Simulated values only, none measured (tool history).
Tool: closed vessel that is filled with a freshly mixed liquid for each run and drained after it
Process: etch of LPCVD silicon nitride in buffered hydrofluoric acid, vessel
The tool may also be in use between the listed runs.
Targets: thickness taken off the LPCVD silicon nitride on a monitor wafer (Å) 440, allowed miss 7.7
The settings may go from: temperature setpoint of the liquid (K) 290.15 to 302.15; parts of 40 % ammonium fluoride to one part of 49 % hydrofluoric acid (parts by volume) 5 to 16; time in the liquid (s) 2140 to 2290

run	hour	temperature setpoint of the liquid (K)	parts of 40 % ammonium fluoride to one part of 49 % hydrofluoric acid (parts by volume)	time in the liquid (s)	thickness taken off the LPCVD silicon nitride on a monitor wafer (Å)
1	0	294.15	9.5	2140	280.43
2	2	294.15	11	2140	246.57
3	5	296.15	10.5	2140	288.12
4	6.3	297.65	10	2140	328.3
5	14.8	297.65	10	2290	351.2
6	23	297.65	8.5	2290	398.5
7	30.5	298.15	8.5	2290	410.19
8	33.7	298.65	8.5	2290	422.32

4 next moves are on the table. One of them brings every result within its allowed miss. Which?
A	36.9	296.65	8	2290	?
B	36.9	297.15	7.5	2140	?
C	36.9	296.15	7	2290	?
D	36.9	295.15	6.5	2215	?

move	thickness taken off the LPCVD silicon nitride on a monitor wafer (Å)
A	405.68
B	417.75
C	455.98
D	445.2
A: further off than the last run
B: further off than the last run
C: takes the result that was furthest off past its target
D: meets every target
Move D is the one to make.
